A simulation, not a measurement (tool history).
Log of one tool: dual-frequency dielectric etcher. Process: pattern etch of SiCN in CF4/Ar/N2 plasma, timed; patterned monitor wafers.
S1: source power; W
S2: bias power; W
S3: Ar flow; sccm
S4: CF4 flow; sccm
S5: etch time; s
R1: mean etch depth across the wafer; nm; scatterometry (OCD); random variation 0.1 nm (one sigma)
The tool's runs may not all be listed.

run,hour,S1,S2,S3,S4,S5,R1
1,0.0,350,92,111,45,44.5,35.074
2,6.0,350,92,111,45,41.0,32.322
3,11.1,310,92,111,45,41.0,28.626
4,18.8,350,92,111,45,41.0,32.369
# hour 23.5: source power generator calibrated
5,23.5,360,92,111,45,41.0,33.696
6,28.4,360,92,111,45,41.0,33.501
7,35.1,370,92,111,45,41.0,34.619
8,44.0,390,92,111,45,41.0,36.524

Forecast run 9:
9,50.2,400,92,111,45,41.0,?

{"run 9": {"R1": 37.106}}
